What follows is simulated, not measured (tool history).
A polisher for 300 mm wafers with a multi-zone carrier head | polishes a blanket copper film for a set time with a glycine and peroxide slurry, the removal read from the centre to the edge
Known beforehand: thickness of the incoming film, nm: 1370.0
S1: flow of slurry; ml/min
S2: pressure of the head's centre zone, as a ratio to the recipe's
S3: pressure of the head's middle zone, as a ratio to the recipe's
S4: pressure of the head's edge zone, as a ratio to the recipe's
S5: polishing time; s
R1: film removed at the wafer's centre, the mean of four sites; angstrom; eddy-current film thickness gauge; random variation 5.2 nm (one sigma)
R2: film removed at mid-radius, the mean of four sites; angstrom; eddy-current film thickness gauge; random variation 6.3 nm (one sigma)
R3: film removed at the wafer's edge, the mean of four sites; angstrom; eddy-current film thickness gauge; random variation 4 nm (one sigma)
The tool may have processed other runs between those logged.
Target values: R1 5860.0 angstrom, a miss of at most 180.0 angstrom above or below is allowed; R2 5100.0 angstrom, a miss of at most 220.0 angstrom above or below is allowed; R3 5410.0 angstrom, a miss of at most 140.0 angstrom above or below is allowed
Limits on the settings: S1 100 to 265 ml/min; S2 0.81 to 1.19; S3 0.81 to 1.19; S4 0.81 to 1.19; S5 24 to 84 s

run,day,S1,S2,S3,S4,S5,R1,R2,R3
1,0.000,170,1.00,1.00,1.00,54,4183.5,4295.2,4313.3
2,0.258,170,0.96,1.00,1.00,54,4093.9,4134.8,4331.7
3,0.338,170,0.96,1.00,0.93,54,4072.2,4250.5,4198.0
4,0.625,135,0.96,1.00,0.93,54,3839.7,4069.7,4034.8
5,0.688,175,0.96,1.00,0.93,54,3996.6,4307.3,4231.9
6,0.838,175,0.99,1.00,0.93,54,4234.2,4189.7,4201.7
7,0.904,185,1.01,1.01,0.96,55,4391.3,4374.3,4422.2
8,1.125,195,1.03,1.02,0.98,56,4616.8,4591.7,4572.6
9,1.417,200,1.05,1.02,1.00,56,4808.8,4695.8,4661.1
10,1.575,205,1.06,1.02,1.02,56,4869.7,4590.3,4648.0
11,1.729,210,1.07,1.02,1.04,57,4927.5,4702.8,4798.9
12,2.083,215,1.08,1.02,1.05,57,5015.6,4811.7,4811.0
13,2.267,215,1.08,1.02,1.05,57,5031.5,4779.1,4804.1
14,2.554,220,1.09,1.01,1.06,58,5156.8,4811.6,5013.6
15,2.888,225,1.10,1.01,1.07,58,5237.8,4888.9,4988.8

Consider the 5 candidate settings below. Which is the only one whose results all fall within their allowed miss of target?
A,3.221,180,1.07,0.89,1.04,65,?,?,?
B,3.221,205,1.15,1.00,1.10,63,?,?,?
C,3.221,210,1.19,0.96,1.01,65,?,?,?
D,3.221,265,1.19,0.94,1.00,64,?,?,?
E,3.221,165,1.19,0.95,1.15,63,?,?,?

move,R1,R2,R3
A,5572.1,4706.7,5337.4
B,5950.8,5134.3,5396.8
C,6378.4,5136.5,5354.8
D,6492.6,5121.8,5369.9
E,5906.1,4735.9,5374.1
A: nearer the targets than the last run, but a result is still out of spec
B: meets every target
C: takes the result that was furthest off past its target
D: takes the result that was furthest off past its target
E: gets the furthest-off result to its target, but another result is out of tolerance
Go with B: it meets all targets.
